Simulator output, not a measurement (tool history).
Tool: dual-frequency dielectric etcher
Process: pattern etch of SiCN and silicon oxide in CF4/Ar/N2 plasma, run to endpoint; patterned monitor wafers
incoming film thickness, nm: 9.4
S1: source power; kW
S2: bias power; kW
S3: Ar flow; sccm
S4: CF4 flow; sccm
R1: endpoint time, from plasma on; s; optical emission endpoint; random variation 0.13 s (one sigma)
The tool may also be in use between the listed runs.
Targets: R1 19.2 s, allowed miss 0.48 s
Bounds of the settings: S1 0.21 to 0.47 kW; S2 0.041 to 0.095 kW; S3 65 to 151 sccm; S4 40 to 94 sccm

run 1 hour=0 | S1=0.34 S2=0.068 S3=108 S4=67 | R1=14.522
run 2 hour=1.8 | S1=0.32 S2=0.067 S3=108 S4=67 | R1=15.235
run 3 hour=7.1 | S1=0.35 S2=0.067 S3=108 S4=67 | R1=14.138
run 4 hour=8.9 | S1=0.32 S2=0.066 S3=108 S4=67 | R1=15.116
run 5 hour=14.4 | S1=0.3 S2=0.065 S3=109 S4=67 | R1=16.126
run 6 hour=21.9 | S1=0.3 S2=0.07 S3=109 S4=67 | R1=15.83
run 7 hour=25.3 | S1=0.28 S2=0.069 S3=109 S4=67 | R1=16.607
run 8 hour=26.9 | S1=0.27 S2=0.068 S3=109 S4=67 | R1=16.919
run 9 hour=28.3 | S1=0.26 S2=0.067 S3=109 S4=67 | R1=17.271
run 10 hour=34.9 | S1=0.25 S2=0.066 S3=109 S4=67 | R1=17.992
run 11 hour=39.7 | S1=0.22 S2=0.065 S3=109 S4=67 | R1=19.856

5 next moves are on the table. One of them brings every result within its allowed miss. Which?
run A hour=44.5 | S1=0.21 S2=0.059 S3=122 S4=84 | R1=?
run B hour=44.5 | S1=0.22 S2=0.06 S3=119 S4=54 | R1=?
run C hour=44.5 | S1=0.24 S2=0.065 S3=119 S4=57 | R1=?
run D hour=44.5 | S1=0.22 S2=0.064 S3=110 S4=61 | R1=?
run E hour=44.5 | S1=0.21 S2=0.059 S3=111 S4=67 | R1=?

move=A R1=20.446
move=B R1=20.904
move=C R1=19.217
move=D R1=20.056
move=E R1=20.846
A: further off than the last run
B: further off than the last run
C: meets every target
D: further off than the last run
E: further off than the last run
The right move is C.
